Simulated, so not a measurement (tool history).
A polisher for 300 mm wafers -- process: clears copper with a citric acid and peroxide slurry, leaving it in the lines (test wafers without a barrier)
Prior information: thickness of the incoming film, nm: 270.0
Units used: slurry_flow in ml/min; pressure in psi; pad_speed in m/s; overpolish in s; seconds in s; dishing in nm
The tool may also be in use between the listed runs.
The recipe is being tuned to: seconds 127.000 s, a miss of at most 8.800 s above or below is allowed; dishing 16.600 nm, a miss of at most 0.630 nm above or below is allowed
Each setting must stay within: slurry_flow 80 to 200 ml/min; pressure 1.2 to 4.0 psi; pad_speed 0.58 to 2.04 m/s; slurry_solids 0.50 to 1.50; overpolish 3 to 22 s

run  hour  slurry_flow  pressure  pad_speed  slurry_solids  overpolish  seconds  dishing
  1   0.0          130       2.6       1.30           1.00          11   99.310   21.792
  2   2.4          130       2.4       1.30           1.00          11  109.270   20.199
  3   5.6          130       2.4       1.30           1.00           7  109.870   13.331
  4  11.1          130       3.0       1.30           1.00           7   89.728   16.320
  5  19.7          130       3.0       1.00           1.00           7  112.850   12.994
  6  24.9          120       2.9       1.00           1.00           8  116.980   14.371
  7  32.3          115       2.8       1.00           1.00           9  126.180   14.993
  8  35.6          110       2.8       1.00           1.00           9  128.280   14.737
  9  43.1          105       2.8       1.00           1.00           9  128.620   15.153

5 next moves are on the table. One of them brings every result within its allowed miss. Which?
  A  50.6          130       2.8       0.96           0.95           9        ?        ?
  B  50.6           90       3.5       0.84           0.95          10        ?        ?
  C  50.6          115       3.0       0.98           1.20           8        ?        ?
  D  50.6          155       1.3       1.92           1.30           9        ?        ?
  E  50.6           90       3.3       1.00           0.95           9        ?        ?

move  seconds  dishing
   A  124.740   14.906
   B  122.870   16.750
   C  113.040   14.667
   D  123.920   14.586
   E  109.950   16.811
A: moves away from the targets compared with the last run
B: all results in spec
C: moves away from the targets compared with the last run
D: moves away from the targets compared with the last run
E: the worst result of the last run now meets its target, but another is out of spec
B is the move that brings every result within its allowed miss.

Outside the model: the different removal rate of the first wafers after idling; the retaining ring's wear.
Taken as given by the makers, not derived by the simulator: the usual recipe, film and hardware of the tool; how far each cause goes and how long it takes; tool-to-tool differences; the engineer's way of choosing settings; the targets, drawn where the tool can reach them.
